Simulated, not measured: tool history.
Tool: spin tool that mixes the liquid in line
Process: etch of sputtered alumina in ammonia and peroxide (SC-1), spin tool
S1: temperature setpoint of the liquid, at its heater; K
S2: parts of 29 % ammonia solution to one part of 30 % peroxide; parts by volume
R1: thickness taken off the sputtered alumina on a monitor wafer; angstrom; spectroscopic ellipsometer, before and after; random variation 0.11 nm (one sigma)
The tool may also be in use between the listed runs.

{"run": 1, "hour": 0.0, "S1": 330.15, "S2": 0.95, "time under the liquid (s)": 300, "R1": 228.03}
{"run": 2, "hour": 4.1, "S1": 324.65, "S2": 0.95, "time under the liquid (s)": 300, "R1": 168.52}
{"run": 3, "hour": 6.5, "S1": 324.65, "S2": 0.95, "time under the liquid (s)": 300, "R1": 169.69}
{"run": 4, "hour": 12.2, "S1": 323.15, "S2": 0.95, "time under the liquid (s)": 300, "R1": 155.49}
{"run": 5, "hour": 14.7, "S1": 322.15, "S2": 0.95, "time under the liquid (s)": 300, "R1": 145.33}
{"run": 6, "hour": 20.9, "S1": 321.65, "S2": 0.95, "time under the liquid (s)": 300, "R1": 143.22}
{"run": 7, "hour": 29.5, "S1": 321.15, "S2": 0.95, "time under the liquid (s)": 300, "R1": 141.63}

Forecast run 8:
{"run": 8, "hour": 35.9, "S1": 320.65, "S2": 0.95, "time under the liquid (s)": 300, "R1": "?"}

{"run 8": {"R1": 136.27}}
